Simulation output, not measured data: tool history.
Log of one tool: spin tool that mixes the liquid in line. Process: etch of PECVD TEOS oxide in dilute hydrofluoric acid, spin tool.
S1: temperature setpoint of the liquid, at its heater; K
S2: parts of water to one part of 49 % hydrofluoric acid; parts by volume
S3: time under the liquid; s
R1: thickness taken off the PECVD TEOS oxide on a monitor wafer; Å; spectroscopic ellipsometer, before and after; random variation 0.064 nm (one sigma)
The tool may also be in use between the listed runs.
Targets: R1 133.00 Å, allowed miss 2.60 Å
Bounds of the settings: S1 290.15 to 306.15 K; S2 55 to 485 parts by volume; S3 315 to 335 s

Run 1, hour 0.0: S1 298.15 K, S2 270 parts by volume, S3 315 s. Result: R1 100.84 Å.
Run 2, hour 2.0: S1 300.15 K, S2 270 parts by volume, S3 315 s. Result: R1 108.26 Å.
Run 3, hour 6.7: S1 300.15 K, S2 270 parts by volume, S3 315 s. Result: R1 107.79 Å.
Run 4, hour 10.4: S1 302.15 K, S2 270 parts by volume, S3 315 s. Result: R1 116.61 Å.
Run 5, hour 18.8: S1 303.15 K, S2 270 parts by volume, S3 315 s. Result: R1 118.07 Å.
Run 6, hour 25.0: S1 304.15 K, S2 270 parts by volume, S3 315 s. Result: R1 122.70 Å.
Run 7, hour 27.1: S1 304.65 K, S2 270 parts by volume, S3 315 s. Result: R1 124.66 Å.
Run 8, hour 34.9: S1 305.15 K, S2 270 parts by volume, S3 315 s. Result: R1 128.18 Å.
Run 9, hour 40.9: S1 305.65 K, S2 270 parts by volume, S3 315 s. Result: R1 129.97 Å.

Which of these 4 next moves meets every target?
Run A, hour 46.9: S1 304.65 K, S2 270 parts by volume, S3 315 s. Result: R1 ?.
Run B, hour 46.9: S1 303.65 K, S2 265 parts by volume, S3 335 s. Result: R1 ?.
Run C, hour 46.9: S1 301.65 K, S2 265 parts by volume, S3 335 s. Result: R1 ?.
Run D, hour 46.9: S1 306.15 K, S2 275 parts by volume, S3 315 s. Result: R1 ?.

move      R1
   A  126.62
   B  133.58
   C  125.00
   D  129.64
A: further off than the last run
B: meets every target
C: further off than the last run
D: further off than the last run
Answer: B
